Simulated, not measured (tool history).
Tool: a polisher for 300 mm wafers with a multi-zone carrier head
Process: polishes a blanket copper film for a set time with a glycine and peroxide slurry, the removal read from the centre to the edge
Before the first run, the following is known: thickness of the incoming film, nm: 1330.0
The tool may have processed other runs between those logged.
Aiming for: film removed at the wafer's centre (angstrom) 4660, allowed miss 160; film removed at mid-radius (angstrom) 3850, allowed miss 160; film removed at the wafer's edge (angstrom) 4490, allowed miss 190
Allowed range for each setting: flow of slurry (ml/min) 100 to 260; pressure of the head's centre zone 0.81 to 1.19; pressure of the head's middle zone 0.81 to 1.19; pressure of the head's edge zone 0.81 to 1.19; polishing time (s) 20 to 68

run,hour,flow of slurry (ml/min),pressure of the head's centre zone,pressure of the head's middle zone,pressure of the head's edge zone,polishing time (s),film removed at the wafer's centre (angstrom),film removed at mid-radius (angstrom),film removed at the wafer's edge (angstrom)
1,0,165,1,1,1,44,3257.3,3195.3,3375.9
2,8.6,175,1.03,0.99,1.03,46,3533.4,3368.3,3494.3
3,10.1,175,1.03,0.99,0.98,46,3493.1,3409.3,3370.5
4,13.5,170,1.05,0.98,1.02,48,3741,3482,3682.2
5,19.5,145,1.05,0.98,1.02,48,3651.1,3421.3,3548.5
6,28.3,160,1.07,0.97,1.06,49,3884.1,3480.6,3785
7,36.7,170,1.08,0.97,1.09,50,4020.4,3571.7,3884.8
8,44.4,175,1.09,0.96,1.11,51,4145.4,3679.8,4053.4
9,48.8,180,1.1,0.95,1.13,52,4314.2,3701.9,4203.7
10,55.9,185,1.11,0.95,1.14,52,4392.5,3654.7,4272

Which of these 5 next moves meets every target?
A,63,245,1.11,0.81,1.19,53,?,?,?
B,63,115,1.15,0.91,1,54,?,?,?
C,63,190,1.1,0.91,1.11,56,?,?,?
D,63,185,1.19,0.87,1.18,53,?,?,?
E,63,225,1.05,0.99,1.07,50,?,?,?

move,film removed at the wafer's centre (angstrom),film removed at mid-radius (angstrom),film removed at the wafer's edge (angstrom)
A,4674.6,3403.8,4451.7
B,4336.8,3401.8,3817.2
C,4726.9,3835,4425.7
D,4820.7,3482,4313.2
E,4129.2,3756.7,3938.2
A: brings the last run's worst result on target, with another outside its allowed miss
B: lands further from the targets than the last run did
C: meets every target
D: takes the result that was furthest off past its target
E: lands further from the targets than the last run did
Move C is the one to make.

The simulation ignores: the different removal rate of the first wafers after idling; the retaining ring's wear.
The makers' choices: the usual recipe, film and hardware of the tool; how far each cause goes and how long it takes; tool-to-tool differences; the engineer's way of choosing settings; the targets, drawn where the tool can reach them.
